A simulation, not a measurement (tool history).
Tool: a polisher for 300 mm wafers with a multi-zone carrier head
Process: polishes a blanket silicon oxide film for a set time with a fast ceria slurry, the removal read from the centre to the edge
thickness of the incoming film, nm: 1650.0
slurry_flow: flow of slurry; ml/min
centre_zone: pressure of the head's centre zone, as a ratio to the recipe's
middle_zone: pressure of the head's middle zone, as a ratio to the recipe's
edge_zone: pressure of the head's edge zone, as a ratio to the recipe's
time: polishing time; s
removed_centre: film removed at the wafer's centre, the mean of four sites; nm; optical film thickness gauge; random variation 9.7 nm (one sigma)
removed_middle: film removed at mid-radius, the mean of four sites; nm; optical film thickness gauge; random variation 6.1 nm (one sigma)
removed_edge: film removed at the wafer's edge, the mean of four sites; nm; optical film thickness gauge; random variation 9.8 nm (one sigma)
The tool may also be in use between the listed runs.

run	hour	slurry_flow	centre_zone	middle_zone	edge_zone	time	removed_centre	removed_middle	removed_edge
1	0	125	1	1	1	41	684.08	666.83	672.1
2	6.5	130	1	1	1.02	42	719.96	679.19	722.97
3	11.5	140	1	1	1.02	42	725.98	702.58	727.19
4	15.5	140	1	1	1.02	49	835.75	820.45	842.18
5	23.8	140	1	1	0.96	49	831.48	815.27	797.76
6	26.8	140	1	1	0.98	49	829.01	822.28	825.36
7	35.2	140	1	1	0.99	49	840.31	810.03	835.3

The next listed run, before its measurement:
8	41.3	140	1	1	0.99	49	?	?	?

Run 8 gave removed_centre 854.71 nm, removed_middle 818.65 nm, removed_edge 838.07 nm.
